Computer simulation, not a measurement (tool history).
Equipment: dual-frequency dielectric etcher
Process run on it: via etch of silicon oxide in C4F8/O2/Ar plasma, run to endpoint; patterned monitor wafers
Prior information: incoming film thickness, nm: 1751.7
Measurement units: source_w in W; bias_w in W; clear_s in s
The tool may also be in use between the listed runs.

| run | hour | source_w | bias_w | clear_s |
|---|---|---|---|---|
| 1 | 0.0 | 1390 | 2081 | 417.06 |
| 2 | 2.3 | 1390 | 1893 | 432.01 |
| 3 | 6.5 | 1510 | 1893 | 416.27 |
| 4 | 8.3 | 1510 | 2039 | 409.03 |
| 5 | 11.9 | 1510 | 1877 | 416.73 |
| 6 | 13.3 | 1440 | 1853 | 427.74 |

Forecast run 7:
| 7 | 19.9 | 1390 | 1836 | ? |

clear_s: 439.07 s

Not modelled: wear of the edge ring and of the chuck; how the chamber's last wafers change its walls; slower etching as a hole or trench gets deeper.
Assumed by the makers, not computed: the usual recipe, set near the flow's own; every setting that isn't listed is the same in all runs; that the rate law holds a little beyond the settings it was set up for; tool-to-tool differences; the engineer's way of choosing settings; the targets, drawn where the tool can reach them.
